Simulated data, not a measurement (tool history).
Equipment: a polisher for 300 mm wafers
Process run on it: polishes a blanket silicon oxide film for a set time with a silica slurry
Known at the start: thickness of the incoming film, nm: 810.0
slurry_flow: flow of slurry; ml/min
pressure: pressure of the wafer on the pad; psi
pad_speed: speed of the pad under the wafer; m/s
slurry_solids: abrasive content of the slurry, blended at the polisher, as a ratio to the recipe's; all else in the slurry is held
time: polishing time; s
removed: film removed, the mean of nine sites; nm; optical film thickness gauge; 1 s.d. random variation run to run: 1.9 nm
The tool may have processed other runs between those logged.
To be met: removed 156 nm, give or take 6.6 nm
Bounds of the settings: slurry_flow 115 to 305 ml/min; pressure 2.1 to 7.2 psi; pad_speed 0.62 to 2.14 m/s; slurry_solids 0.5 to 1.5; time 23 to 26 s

{"run": 1, "hour": 0.0, "slurry_flow": 195, "pressure": 4.6, "pad_speed": 1.38, "slurry_solids": 1, "time": 26, "removed": 107.93}
{"run": 2, "hour": 3.3, "slurry_flow": 195, "pressure": 4.8, "pad_speed": 1.38, "slurry_solids": 1, "time": 26, "removed": 114.15}
{"run": 3, "hour": 5.7, "slurry_flow": 195, "pressure": 5, "pad_speed": 1.38, "slurry_solids": 1, "time": 26, "removed": 117.49}
{"run": 4, "hour": 13.9, "slurry_flow": 195, "pressure": 5.2, "pad_speed": 1.38, "slurry_solids": 1, "time": 26, "removed": 123.52}
{"run": 5, "hour": 20.5, "slurry_flow": 195, "pressure": 5.3, "pad_speed": 1.38, "slurry_solids": 1, "time": 26, "removed": 124.99}
{"run": 6, "hour": 22.8, "slurry_flow": 195, "pressure": 5.4, "pad_speed": 1.38, "slurry_solids": 1, "time": 26, "removed": 128.25}
{"run": 7, "hour": 24.8, "slurry_flow": 195, "pressure": 5.5, "pad_speed": 1.38, "slurry_solids": 1, "time": 26, "removed": 129.74}
{"run": 8, "hour": 29.8, "slurry_flow": 195, "pressure": 5.6, "pad_speed": 1.38, "slurry_solids": 1, "time": 26, "removed": 135.68}
{"run": 9, "hour": 37.1, "slurry_flow": 195, "pressure": 5.7, "pad_speed": 1.38, "slurry_solids": 1, "time": 26, "removed": 135.27}
{"run": 10, "hour": 38.2, "slurry_flow": 195, "pressure": 5.8, "pad_speed": 1.38, "slurry_solids": 1, "time": 26, "removed": 135.56}
{"run": 11, "hour": 42.9, "slurry_flow": 195, "pressure": 5.8, "pad_speed": 1.38, "slurry_solids": 1, "time": 26, "removed": 134.12}
{"run": 12, "hour": 51.4, "slurry_flow": 195, "pressure": 5.9, "pad_speed": 1.38, "slurry_solids": 1, "time": 26, "removed": 137.06}
{"run": 13, "hour": 56.9, "slurry_flow": 195, "pressure": 6, "pad_speed": 1.38, "slurry_solids": 1, "time": 26, "removed": 140.86}
{"run": 14, "hour": 64.4, "slurry_flow": 195, "pressure": 6.1, "pad_speed": 1.38, "slurry_solids": 1, "time": 26, "removed": 141.59}

Pick the move, out of 5, that brings all results within their allowed miss; only one does.
{"run": "A", "hour": 71.9, "slurry_flow": 215, "pressure": 5.8, "pad_speed": 1.52, "slurry_solids": 1.1, "time": 26, "removed": "?"}
{"run": "B", "hour": 71.9, "slurry_flow": 145, "pressure": 5.5, "pad_speed": 1.46, "slurry_solids": 1.15, "time": 23, "removed": "?"}
{"run": "C", "hour": 71.9, "slurry_flow": 195, "pressure": 6.3, "pad_speed": 1.2, "slurry_solids": 1, "time": 26, "removed": "?"}
{"run": "D", "hour": 71.9, "slurry_flow": 175, "pressure": 6.1, "pad_speed": 1.32, "slurry_solids": 1, "time": 24, "removed": "?"}
{"run": "E", "hour": 71.9, "slurry_flow": 195, "pressure": 6, "pad_speed": 1.46, "slurry_solids": 1, "time": 25, "removed": "?"}

move=A removed=153.29
move=B removed=118.37
move=C removed=132.53
move=D removed=125.45
move=E removed=141.46
A: hits every target within its allowed miss
B: its largest miss is bigger than the last run's
C: its largest miss is bigger than the last run's
D: its largest miss is bigger than the last run's
E: no nearer and no further than the last run
The move that meets every target is A.

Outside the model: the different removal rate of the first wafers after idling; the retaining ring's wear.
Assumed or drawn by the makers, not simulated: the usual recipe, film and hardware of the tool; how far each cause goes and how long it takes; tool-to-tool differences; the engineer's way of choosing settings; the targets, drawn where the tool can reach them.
